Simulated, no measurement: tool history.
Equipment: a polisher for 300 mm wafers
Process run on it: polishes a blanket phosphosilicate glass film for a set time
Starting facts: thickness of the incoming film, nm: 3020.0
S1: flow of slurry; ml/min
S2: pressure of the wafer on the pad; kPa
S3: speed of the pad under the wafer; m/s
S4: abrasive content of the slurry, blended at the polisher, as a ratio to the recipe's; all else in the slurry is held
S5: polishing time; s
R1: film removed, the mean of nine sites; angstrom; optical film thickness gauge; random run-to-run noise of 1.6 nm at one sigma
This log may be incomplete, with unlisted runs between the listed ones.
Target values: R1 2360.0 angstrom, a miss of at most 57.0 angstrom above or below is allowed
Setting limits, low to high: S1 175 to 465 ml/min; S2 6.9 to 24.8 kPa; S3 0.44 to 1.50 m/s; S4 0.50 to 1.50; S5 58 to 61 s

| run | hour | S1 | S2 | S3 | S4 | S5 | R1 |
|---|---|---|---|---|---|---|---|
| 1 | 0.0 | 295 | 15.9 | 0.96 | 1.00 | 58 | 2948.4 |
| 2 | 7.8 | 295 | 15.9 | 0.86 | 1.00 | 58 | 2726.1 |
| 3 | 15.4 | 250 | 15.9 | 0.86 | 1.00 | 58 | 2637.9 |
| 4 | 20.2 | 250 | 15.9 | 0.86 | 0.90 | 58 | 2570.9 |
| 5 | 24.7 | 250 | 15.9 | 0.70 | 0.90 | 58 | 2160.7 |
| 6 | 26.5 | 260 | 15.9 | 0.70 | 0.90 | 58 | 2189.3 |
| 7 | 29.0 | 265 | 15.9 | 0.70 | 0.90 | 58 | 2211.1 |
| 8 | 30.5 | 275 | 15.9 | 0.70 | 0.90 | 58 | 2190.4 |
| 9 | 33.0 | 285 | 16.5 | 0.70 | 0.90 | 58 | 2299.1 |
| 10 | 36.7 | 290 | 16.5 | 0.70 | 0.90 | 58 | 2291.7 |

Which one of the following 5 next-run settings gets every result inside its allowed miss? There is exactly one.
| A | 40.4 | 305 | 21.4 | 0.60 | 0.75 | 59 | ? |
| B | 40.4 | 185 | 20.7 | 0.56 | 1.05 | 61 | ? |
| C | 40.4 | 315 | 16.5 | 0.70 | 1.00 | 60 | ? |
| D | 40.4 | 325 | 16.5 | 0.70 | 0.95 | 61 | ? |
| E | 40.4 | 295 | 15.9 | 0.74 | 0.90 | 59 | ? |

| move | R1 |
|---|---|
| A | 2476.3 |
| B | 2449.8 |
| C | 2444.8 |
| D | 2451.7 |
| E | 2316.1 |
A: takes the result that was furthest off past its target
B: takes the result that was furthest off past its target
C: takes the result that was furthest off past its target
D: takes the result that was furthest off past its target
E: every result lands within tolerance
E meets every target.
